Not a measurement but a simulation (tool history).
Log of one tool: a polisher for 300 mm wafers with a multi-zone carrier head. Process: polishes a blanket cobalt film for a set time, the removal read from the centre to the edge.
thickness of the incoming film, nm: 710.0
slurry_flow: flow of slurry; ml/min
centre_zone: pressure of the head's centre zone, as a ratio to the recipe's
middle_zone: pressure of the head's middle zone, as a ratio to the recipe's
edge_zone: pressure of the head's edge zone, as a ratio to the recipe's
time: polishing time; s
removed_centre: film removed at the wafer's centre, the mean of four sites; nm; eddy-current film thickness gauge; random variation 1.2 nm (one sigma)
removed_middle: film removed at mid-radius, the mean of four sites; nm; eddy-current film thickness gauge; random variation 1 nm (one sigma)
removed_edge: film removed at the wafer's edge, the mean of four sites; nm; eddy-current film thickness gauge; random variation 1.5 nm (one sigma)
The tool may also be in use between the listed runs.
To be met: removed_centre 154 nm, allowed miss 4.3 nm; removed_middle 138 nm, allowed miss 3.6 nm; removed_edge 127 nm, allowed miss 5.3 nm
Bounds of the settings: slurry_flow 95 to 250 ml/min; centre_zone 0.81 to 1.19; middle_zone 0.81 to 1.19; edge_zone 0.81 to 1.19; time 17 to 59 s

{"run": 1, "hour": 0.0, "slurry_flow": 160, "centre_zone": 1, "middle_zone": 1, "edge_zone": 1, "time": 38, "removed_centre": 261.51, "removed_middle": 240.74, "removed_edge": 229.93}
{"run": 2, "hour": 1.8, "slurry_flow": 185, "centre_zone": 1, "middle_zone": 1, "edge_zone": 1, "time": 38, "removed_centre": 267.19, "removed_middle": 240.48, "removed_edge": 236.5}
{"run": 3, "hour": 4.7, "slurry_flow": 175, "centre_zone": 1, "middle_zone": 0.99, "edge_zone": 0.98, "time": 36, "removed_centre": 253.78, "removed_middle": 226.69, "removed_edge": 221.99}
{"run": 4, "hour": 6.9, "slurry_flow": 165, "centre_zone": 1, "middle_zone": 0.99, "edge_zone": 0.96, "time": 34, "removed_centre": 233.5, "removed_middle": 211.57, "removed_edge": 208.75}
{"run": 5, "hour": 15.8, "slurry_flow": 155, "centre_zone": 1.02, "middle_zone": 1, "edge_zone": 0.94, "time": 32, "removed_centre": 222.61, "removed_middle": 195.21, "removed_edge": 192.34}
{"hour": 22.9, "done": "centre zone pressure recalibrated"}
{"run": 6, "hour": 22.9, "slurry_flow": 155, "centre_zone": 0.96, "middle_zone": 1, "edge_zone": 0.94, "time": 32, "removed_centre": 192.16, "removed_middle": 198.52, "removed_edge": 193.18}
{"run": 7, "hour": 23.8, "slurry_flow": 160, "centre_zone": 1.03, "middle_zone": 1, "edge_zone": 0.84, "time": 22, "removed_centre": 143.12, "removed_middle": 138.64, "removed_edge": 123.67}
{"run": 8, "hour": 29.5, "slurry_flow": 165, "centre_zone": 1.05, "middle_zone": 0.99, "edge_zone": 0.86, "time": 22, "removed_centre": 147.38, "removed_middle": 136.44, "removed_edge": 126.01}
{"run": 9, "hour": 33.0, "slurry_flow": 170, "centre_zone": 1.06, "middle_zone": 1, "edge_zone": 0.87, "time": 22, "removed_centre": 148.03, "removed_middle": 139.85, "removed_edge": 130.25}

5 next moves are on the table. One of them brings every result within its allowed miss. Which?
{"run": "A", "hour": 36.5, "slurry_flow": 145, "centre_zone": 1.08, "middle_zone": 1.02, "edge_zone": 0.81, "time": 23, "removed_centre": "?", "removed_middle": "?", "removed_edge": "?"}
{"run": "B", "hour": 36.5, "slurry_flow": 160, "centre_zone": 1.16, "middle_zone": 0.96, "edge_zone": 0.81, "time": 23, "removed_centre": "?", "removed_middle": "?", "removed_edge": "?"}
{"run": "C", "hour": 36.5, "slurry_flow": 155, "centre_zone": 1.17, "middle_zone": 0.95, "edge_zone": 0.81, "time": 23, "removed_centre": "?", "removed_middle": "?", "removed_edge": "?"}
{"run": "D", "hour": 36.5, "slurry_flow": 215, "centre_zone": 1.08, "middle_zone": 0.98, "edge_zone": 0.97, "time": 23, "removed_centre": "?", "removed_middle": "?", "removed_edge": "?"}
{"run": "E", "hour": 36.5, "slurry_flow": 145, "centre_zone": 1.08, "middle_zone": 0.97, "edge_zone": 0.81, "time": 23, "removed_centre": "?", "removed_middle": "?", "removed_edge": "?"}

move=A removed_centre=153.46 removed_middle=142.15 removed_edge=129.06
move=B removed_centre=166.41 removed_middle=137.06 removed_edge=130.57
move=C removed_centre=166.8 removed_middle=135.21 removed_edge=130.14
move=D removed_centre=163.18 removed_middle=145.13 removed_edge=145.89
move=E removed_centre=153.4 removed_middle=136.25 removed_edge=129.14
A: brings the result that was furthest off to its target, and leaves another outside
B: takes the result that was furthest off past its target
C: takes the result that was furthest off past its target
D: takes the result that was furthest off past its target
E: meets every target
Answer: E
